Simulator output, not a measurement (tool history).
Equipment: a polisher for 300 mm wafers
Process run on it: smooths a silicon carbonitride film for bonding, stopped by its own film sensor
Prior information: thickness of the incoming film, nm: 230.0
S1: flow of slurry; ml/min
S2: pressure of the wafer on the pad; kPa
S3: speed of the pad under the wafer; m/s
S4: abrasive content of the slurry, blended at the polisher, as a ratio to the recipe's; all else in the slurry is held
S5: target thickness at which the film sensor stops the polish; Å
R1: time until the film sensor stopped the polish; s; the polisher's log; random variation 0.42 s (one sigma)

run,hour,S1,S2,S3,S4,S5,R1
1,0.0,315,18.6,1.00,1.0,2130,48.167
2,7.1,315,20.0,1.02,1.0,2130,46.011
3,14.3,315,21.4,1.06,1.0,2130,41.807
4,22.6,250,21.4,1.06,1.0,2130,42.380
5,24.7,250,21.4,1.20,1.0,2130,39.285
6,27.1,250,22.1,1.20,1.0,2130,38.743

What does the tool deliver on the next run?
7,35.5,250,22.8,1.22,1.0,2130,?

{"run 7": {"R1": 37.079}}
